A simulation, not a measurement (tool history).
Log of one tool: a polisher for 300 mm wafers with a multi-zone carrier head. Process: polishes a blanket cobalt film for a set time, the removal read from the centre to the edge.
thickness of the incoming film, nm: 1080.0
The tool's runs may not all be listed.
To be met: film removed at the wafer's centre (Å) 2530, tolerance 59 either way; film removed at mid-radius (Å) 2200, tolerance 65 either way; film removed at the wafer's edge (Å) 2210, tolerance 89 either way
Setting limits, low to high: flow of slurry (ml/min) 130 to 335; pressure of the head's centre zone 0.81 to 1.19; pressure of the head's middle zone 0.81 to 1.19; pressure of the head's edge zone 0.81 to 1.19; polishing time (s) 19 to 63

run,hour,flow of slurry (ml/min),pressure of the head's centre zone,pressure of the head's middle zone,pressure of the head's edge zone,polishing time (s),film removed at the wafer's centre (Å),film removed at mid-radius (Å),film removed at the wafer's edge (Å)
1,0,215,1,1,1,41,1685.4,1663.8,1686.3
2,7.7,225,1.02,1.01,1.02,42,1775.5,1733.3,1714.2
3,10.7,220,1.03,1.01,1.03,43,1835,1782.6,1790.9
4,11.5,220,1.03,1.01,1.03,52,2223.3,2139.6,2153.5
5,12.9,230,1.04,1.01,1.03,52,2226.8,2196.8,2184.1
6,15.1,230,1.06,1,1.03,52,2279.7,2104.7,2162.4
7,21.9,235,1.07,1,1.03,52,2283.4,2165,2193.1
8,29.8,235,1.09,1,1.02,52,2337.2,2145.2,2163.3
9,33.6,240,1.1,1,1.02,52,2403,2161.2,2210.6

Exercise: of the 4 proposed moves below, exactly one satisfies all targets within the stated allowed misses. Which move is it?
A,37.4,260,1.11,0.99,1.06,51,?,?,?
B,37.4,245,1.11,1.09,1.01,52,?,?,?
C,37.4,210,1.16,1.01,0.99,54,?,?,?
D,37.4,285,1.09,1.04,0.91,54,?,?,?

move,film removed at the wafer's centre (Å),film removed at mid-radius (Å),film removed at the wafer's edge (Å)
A,2395.4,2101.8,2217.5
B,2424.4,2308.8,2193
C,2557.1,2199,2222
D,2524.6,2345,2198.2
A: lands further from the targets than the last run did
B: closes in on the targets versus the last run, not all within tolerance yet
C: every result lands within tolerance
D: meets the target for the result that was furthest off, but another lies outside its allowed miss
The move that meets every target is C.
